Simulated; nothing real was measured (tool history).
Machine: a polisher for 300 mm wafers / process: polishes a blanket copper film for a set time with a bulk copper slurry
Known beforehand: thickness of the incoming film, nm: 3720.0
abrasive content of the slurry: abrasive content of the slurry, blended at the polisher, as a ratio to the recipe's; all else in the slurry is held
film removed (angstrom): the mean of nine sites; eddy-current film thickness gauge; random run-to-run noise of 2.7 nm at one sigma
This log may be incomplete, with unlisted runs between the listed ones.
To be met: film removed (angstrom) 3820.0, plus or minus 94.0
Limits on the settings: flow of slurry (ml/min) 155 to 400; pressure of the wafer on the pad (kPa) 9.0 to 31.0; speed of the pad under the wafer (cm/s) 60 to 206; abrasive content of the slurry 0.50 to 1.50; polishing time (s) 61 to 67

run,hour,flow of slurry (ml/min),pressure of the wafer on the pad (kPa),speed of the pad under the wafer (cm/s),abrasive content of the slurry,polishing time (s),film removed (angstrom)
1,0.0,255,20.0,132,1.00,67,10263.0
2,7.1,295,20.0,132,1.00,67,10262.0
3,11.4,295,17.9,120,1.00,67,8592.1
4,14.3,295,17.9,120,1.20,67,9003.6
5,16.4,295,17.9,120,1.20,61,7954.7
6,21.8,295,17.9,120,1.20,61,8044.4
7,29.8,295,15.9,112,1.20,61,6743.1
8,36.6,270,10.3,84,1.20,61,3381.9
# hour 38.2: head pressure recalibrated
9,38.2,285,10.3,84,1.20,61,3247.0
10,42.9,285,11.0,84,1.20,61,3435.9
11,48.2,285,11.7,84,1.20,61,3624.1

Consider the 4 candidate settings below. Which is the only one whose results all fall within their allowed miss of target?
A,53.5,290,13.1,80,1.10,61,?
B,53.5,340,14.5,80,0.95,61,?
C,53.5,335,13.8,72,0.90,62,?
D,53.5,355,11.7,74,0.95,66,?

move,film removed (angstrom)
A,3829.5
B,4146.1
C,3602.7
D,3438.6
A: all results land within tolerance of their targets
B: takes the result that was furthest off past its target
C: the biggest miss grows against the last run
D: the biggest miss grows against the last run
So the answer is move A, the one that meets all the targets.
